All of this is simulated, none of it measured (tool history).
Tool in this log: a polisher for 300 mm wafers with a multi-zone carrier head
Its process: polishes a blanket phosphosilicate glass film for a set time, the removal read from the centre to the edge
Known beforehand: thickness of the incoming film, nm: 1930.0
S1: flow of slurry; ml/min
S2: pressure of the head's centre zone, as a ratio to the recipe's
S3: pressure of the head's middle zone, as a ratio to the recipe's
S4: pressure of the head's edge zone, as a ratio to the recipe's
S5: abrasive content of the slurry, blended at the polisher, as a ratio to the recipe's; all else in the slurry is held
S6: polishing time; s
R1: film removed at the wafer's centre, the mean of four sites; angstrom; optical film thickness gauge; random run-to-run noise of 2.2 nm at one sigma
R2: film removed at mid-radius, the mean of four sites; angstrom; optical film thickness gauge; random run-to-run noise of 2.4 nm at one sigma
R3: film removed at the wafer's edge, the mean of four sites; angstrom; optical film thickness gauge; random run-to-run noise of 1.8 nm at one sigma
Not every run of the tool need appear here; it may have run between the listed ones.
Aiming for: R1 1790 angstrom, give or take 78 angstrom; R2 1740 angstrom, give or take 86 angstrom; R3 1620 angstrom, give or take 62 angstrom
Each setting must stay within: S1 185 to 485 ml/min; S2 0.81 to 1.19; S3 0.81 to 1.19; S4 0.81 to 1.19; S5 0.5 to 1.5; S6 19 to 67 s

run    day   S1    S2    S3    S4    S5  S6      R1      R2      R3
  1      0  310     1     1     1     1  43  3059.9  3127.1  3089.9
  2  0.342  310     1  0.95     1     1  43    3045  2989.7  3055.5
  3  0.567  310  1.01  0.96  0.95  0.85  38  2471.4  2471.8  2402.1
  4  0.862  310  1.02  0.94  0.92  0.75  36    2156  2070.6  2064.4
  5  0.958  310  0.99  0.94  0.92  0.75  36  2117.6  2076.8  2082.7
  6  1.262  310  0.99  0.94  0.92  0.75  46    2757  2693.7  2675.7
  7  1.438  310     1  0.95  0.89  0.65  42  2248.1  2218.6  2127.3
  8    1.7  305     1  0.95  0.87   0.6  41    1984  2037.8  1904.8
  9  1.854  275  1.07  0.89  0.81   0.5  41  1826.8  1611.3  1540.7
 10  1.938  285  1.05   0.9  0.81   0.5  41    1748  1653.4  1551.9
 11  1.996  295  1.05  0.91  0.81   0.5  41  1731.6  1633.1  1545.7
 12  2.212  295  1.05  0.92  0.82   0.5  41  1781.5  1625.2  1559.8
 13  2.533  300     1  0.98  0.84  0.55  41    1818  1948.8  1767.9
 14  2.558  290  1.01  0.97  0.83  0.55  41  1877.3  1871.7  1729.5
 15  2.671  285  1.01  0.96  0.82  0.55  41  1905.6  1853.2  1737.3
 16   2.75  300  1.02  0.95  0.82  0.55  41  1905.3  1842.3    1729
 17  2.992  280  1.02  0.95  0.82  0.55  41  1868.3    1870  1734.1
 18  3.104  285  1.02  0.95  0.82  0.55  41  1902.3  1847.3  1729.7
 19  3.192  295  1.02  0.95  0.82  0.55  41  1878.9  1877.7  1734.8
 20  3.538  290  1.02  0.95  0.82  0.55  41  1891.3  1832.1  1716.9
 21  3.879  290  1.02  0.95  0.82   0.5  41  1734.6  1680.1  1529.7
 22      4  295  1.03  0.96  0.88  0.55  41    1933  1916.4  1810.9
 23  4.146  295  1.03  0.96  0.86  0.55  41    1918  1878.7    1738
 24  4.425  295  1.03  0.95  0.85  0.55  41  1904.6  1888.7  1742.7
 25  4.746  295  1.03  0.94  0.84  0.55  41    1908  1839.5  1725.5
 26  5.029  295  1.03  0.94  0.83  0.55  41  1860.9  1857.9  1743.5
 27  5.117  290  1.03  0.94  0.83  0.55  41    1938    1846  1722.3

Which of these 4 next moves meets every target?
  A  5.204  360  0.91  0.82  0.91   0.5  47   ?   ?   ?
  B  5.204  400  1.02  0.95  0.85  0.55  37   ?   ?   ?
  C  5.204  250  1.19  1.05  0.81   0.5  43   ?   ?   ?
  D  5.204  390  0.95  1.04  0.86  0.65  35   ?   ?   ?

move      R1      R2      R3
   A  1777.7  1776.9  1881.8
   B  1747.4    1726  1590.9
   C  2067.8  1887.7  1594.7
   D  1786.9  2027.2  1755.1
A: corrects the largest miss of the last run, while another result sits out of spec
B: all results in spec
C: further off than the last run
D: corrects the largest miss of the last run, while another result sits out of spec
Move B is the one to make.
